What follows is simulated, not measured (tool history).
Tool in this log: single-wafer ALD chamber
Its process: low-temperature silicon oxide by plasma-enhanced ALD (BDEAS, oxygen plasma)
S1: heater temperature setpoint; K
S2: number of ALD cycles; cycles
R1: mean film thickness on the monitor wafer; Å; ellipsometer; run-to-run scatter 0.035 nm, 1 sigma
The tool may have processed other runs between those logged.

| run | hour | S1 | S2 | R1 |
|---|---|---|---|---|
| 1 | 0 | 373.15 | 69 | 99.136 |
| 2 | 7.6 | 377.15 | 65 | 92.899 |
| 3 | 13.7 | 367.15 | 65 | 95.013 |
| 4 | 20 | 367.15 | 72 | 104.65 |
| 5 | 28.2 | 367.15 | 76 | 110.41 |
| 6 | 29.4 | 372.15 | 70 | 101.21 |
| 7 | 38 | 374.15 | 65 | 93.452 |
| 8 | 44.6 | 377.15 | 62 | 88.189 |
| 9 | 50.4 | 380.15 | 61 | 87.118 |
| 10 | 55.4 | 382.15 | 60 | 84.936 |
| 11 | 57 | 385.15 | 59 | 83.766 |

Forecast run 12:
|  | 60.3 | thermocouple changed; heater temperature recalibrated |
| 12 | 60.3 | 386.15 | 58 | ? |

R1: 82.835 Å
